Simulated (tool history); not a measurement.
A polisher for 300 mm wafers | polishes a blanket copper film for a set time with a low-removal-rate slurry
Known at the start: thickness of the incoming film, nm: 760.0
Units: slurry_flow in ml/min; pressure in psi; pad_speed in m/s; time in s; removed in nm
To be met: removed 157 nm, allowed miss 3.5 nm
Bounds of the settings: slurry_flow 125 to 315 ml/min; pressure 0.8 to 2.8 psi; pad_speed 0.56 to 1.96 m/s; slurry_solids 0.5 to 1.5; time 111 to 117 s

run,hour,slurry_flow,pressure,pad_speed,slurry_solids,time,removed
1,0,205,1.8,1.26,1,111,229.73
2,5.3,200,1.7,1.26,1,111,214.13
3,9.1,200,1.9,1.26,1,111,240.64
4,13.8,200,2.3,1.26,1,111,286.13
5,17,195,2.1,1.26,1,111,262.69
6,18.7,195,1.8,1.26,1,111,227.6
7,20.6,195,1.7,1.26,1,111,214.41
8,24.7,190,1.6,1.26,1,111,202.5
9,25.7,185,1.5,1.26,1,111,191.26

4 next moves are on the table. One of them brings every result within its allowed miss. Which?
A,26.7,190,1,1.4,0.95,111,?
B,26.7,180,1.9,1.18,1,116,?
C,26.7,165,1.2,1.28,1.05,112,?
D,26.7,240,1,1.3,1.1,112,?

move,removed
A,142.19
B,233.82
C,156.45
D,140.92
A: takes the result that was furthest off past its target
B: further off than the last run
C: meets every target
D: takes the result that was furthest off past its target
Move C is the one to make.
